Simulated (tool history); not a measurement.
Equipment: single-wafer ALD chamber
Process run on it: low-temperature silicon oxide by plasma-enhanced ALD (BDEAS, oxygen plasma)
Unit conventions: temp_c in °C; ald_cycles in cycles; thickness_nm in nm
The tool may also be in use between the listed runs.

Run 1, hour 0: temp_c 90 °C, ald_cycles 53 cycles. Result: thickness_nm 8.461 nm.
Run 2, hour 8.6: temp_c 90 °C, ald_cycles 49 cycles. Result: thickness_nm 7.7433 nm.
Run 3, hour 15.9: temp_c 90 °C, ald_cycles 54 cycles. Result: thickness_nm 8.4687 nm.
Run 4, hour 20.5: temp_c 90 °C, ald_cycles 61 cycles. Result: thickness_nm 9.6821 nm.
Run 5, hour 23.7: temp_c 82 °C, ald_cycles 61 cycles. Result: thickness_nm 10.004 nm.
Run 6, hour 30.7: temp_c 77 °C, ald_cycles 61 cycles. Result: thickness_nm 10.26 nm.

Forecast run 7:
Run 7, hour 34.6: temp_c 77 °C, ald_cycles 61 cycles. Result: thickness_nm ?.

Logged for run 7: thickness_nm 10.148 nm.
